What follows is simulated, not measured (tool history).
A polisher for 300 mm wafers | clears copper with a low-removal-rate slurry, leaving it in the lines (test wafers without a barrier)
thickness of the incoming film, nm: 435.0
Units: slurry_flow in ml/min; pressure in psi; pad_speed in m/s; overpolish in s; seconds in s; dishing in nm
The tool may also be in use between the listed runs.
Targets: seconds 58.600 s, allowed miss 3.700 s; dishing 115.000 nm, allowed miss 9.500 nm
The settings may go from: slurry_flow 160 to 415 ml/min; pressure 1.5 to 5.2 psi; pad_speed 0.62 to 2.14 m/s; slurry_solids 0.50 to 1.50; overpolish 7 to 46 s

| run | hour | slurry_flow | pressure | pad_speed | slurry_solids | overpolish | seconds | dishing |
|---|---|---|---|---|---|---|---|---|
| 1 | 0.0 | 265 | 3.3 | 1.38 | 1.00 | 24 | 81.263 | 86.937 |
| 2 | 4.7 | 265 | 2.4 | 1.38 | 1.00 | 24 | 102.940 | 69.149 |
| 3 | 12.8 | 265 | 3.0 | 1.40 | 1.00 | 24 | 86.499 | 77.434 |
| 4 | 13.5 | 265 | 3.4 | 1.42 | 1.00 | 25 | 76.367 | 87.252 |
| 5 | 21.6 | 265 | 3.4 | 1.42 | 1.00 | 16 | 78.110 | 64.498 |
| 6 | 25.8 | 265 | 3.7 | 1.42 | 1.00 | 19 | 71.015 | 80.184 |
| 7 | 26.5 | 265 | 3.9 | 1.42 | 1.00 | 21 | 69.511 | 90.390 |
| 8 | 32.5 | 265 | 4.1 | 1.42 | 1.00 | 21 | 69.260 | 88.206 |
| 9 | 40.3 | 265 | 4.3 | 1.44 | 1.00 | 22 | 61.780 | 93.272 |
| 10 | 46.7 | 265 | 4.4 | 1.44 | 1.00 | 24 | 61.241 | 102.320 |

Which of these 5 next moves meets every target?
| A | 53.1 | 250 | 5.2 | 1.56 | 1.10 | 33 | ? | ? |
| B | 53.1 | 350 | 5.1 | 1.28 | 1.05 | 27 | ? | ? |
| C | 53.1 | 285 | 4.2 | 1.32 | 1.10 | 46 | ? | ? |
| D | 53.1 | 255 | 5.2 | 1.56 | 0.85 | 19 | ? | ? |
| E | 53.1 | 230 | 5.1 | 1.58 | 1.15 | 31 | ? | ? |

| move | seconds | dishing |
|---|---|---|
| A | 48.926 | 140.530 |
| B | 58.338 | 114.250 |
| C | 66.733 | 137.620 |
| D | 51.956 | 98.328 |
| E | 48.974 | 135.900 |
A: takes the result that was furthest off past its target
B: meets every target
C: takes the result that was furthest off past its target
D: further off than the last run
E: takes the result that was furthest off past its target
Move B is the one to make.

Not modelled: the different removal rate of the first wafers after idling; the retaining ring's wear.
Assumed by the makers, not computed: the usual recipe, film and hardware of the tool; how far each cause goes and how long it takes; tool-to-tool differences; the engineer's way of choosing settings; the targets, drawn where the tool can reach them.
